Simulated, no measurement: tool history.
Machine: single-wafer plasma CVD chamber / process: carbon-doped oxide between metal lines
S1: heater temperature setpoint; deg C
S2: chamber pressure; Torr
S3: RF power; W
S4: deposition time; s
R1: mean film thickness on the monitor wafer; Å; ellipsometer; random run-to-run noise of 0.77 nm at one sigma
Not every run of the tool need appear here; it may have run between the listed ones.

run  hour   S1    S2   S3    S4      R1
  1     0  360  3.68  640  26.5  1653.6
  2   8.1  360  3.68  560  26.5  1477.7
  3  13.2  362  3.59  555  26.5  1456.6
  4  16.5  355  3.59  555  26.5  1479.1
  5  20.1  356  3.47  550  26.5  1453.3
  6  21.1  356  3.38  550  26.5  1469.4
  7  25.9  357  3.37  545  26.5  1457.9
  8  33.4  358  3.37  540  26.5    1429

Predict the results of run 9:
  9    39  359  3.33  540  26.5   ?

Run 9 measured R1 1432.6 Å.

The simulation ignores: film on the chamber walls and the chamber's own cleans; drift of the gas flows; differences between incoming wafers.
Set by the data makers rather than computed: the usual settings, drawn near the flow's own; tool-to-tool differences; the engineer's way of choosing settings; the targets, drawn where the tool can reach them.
